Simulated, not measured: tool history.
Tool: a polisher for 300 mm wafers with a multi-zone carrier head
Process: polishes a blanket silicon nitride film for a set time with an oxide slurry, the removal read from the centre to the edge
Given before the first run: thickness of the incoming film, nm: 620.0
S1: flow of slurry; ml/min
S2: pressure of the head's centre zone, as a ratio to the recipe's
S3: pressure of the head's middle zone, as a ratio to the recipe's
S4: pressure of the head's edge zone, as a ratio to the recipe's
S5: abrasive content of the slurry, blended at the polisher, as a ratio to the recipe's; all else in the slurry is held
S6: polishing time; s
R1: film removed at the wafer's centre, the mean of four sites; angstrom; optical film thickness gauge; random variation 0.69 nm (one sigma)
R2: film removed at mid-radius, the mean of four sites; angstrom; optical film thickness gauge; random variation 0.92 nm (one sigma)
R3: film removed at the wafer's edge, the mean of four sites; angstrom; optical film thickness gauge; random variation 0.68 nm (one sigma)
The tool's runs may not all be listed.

run	hour	S1	S2	S3	S4	S5	S6	R1	R2	R3
1	0	145	1	1	1	1	89	767.18	781.84	783.46
2	8.4	140	1	1	0.99	1	89	769.53	787.03	766.22
3	13.3	135	1	1	0.99	1	89	755.32	769.87	756.87
4	20	135	1	1	1.07	1	89	766.28	763.33	768.19
# hour 21: worn pad replaced by a new one
5	21	115	1	1	1.07	1	89	813.3	828.1	851.1
6	24	115	1	1	1.11	1	89	802.78	816.92	863.09
7	29	125	1	1	1.1	1	89	821.18	830.69	859.1
8	34.1	130	1	1	1.08	1	89	822.33	852.5	848.72
9	42.7	135	1	1	1.06	1	89	823.02	851.12	869.45
10	48.2	130	1	1	1.05	1	89	830.33	847.31	853.8

Estimate the outcome of run 11 from the log above:
11	54.7	135	1	0.99	1.03	1	89	?	?	?

R1: 830.16 angstrom
R2: 825.89 angstrom
R3: 855.83 angstrom

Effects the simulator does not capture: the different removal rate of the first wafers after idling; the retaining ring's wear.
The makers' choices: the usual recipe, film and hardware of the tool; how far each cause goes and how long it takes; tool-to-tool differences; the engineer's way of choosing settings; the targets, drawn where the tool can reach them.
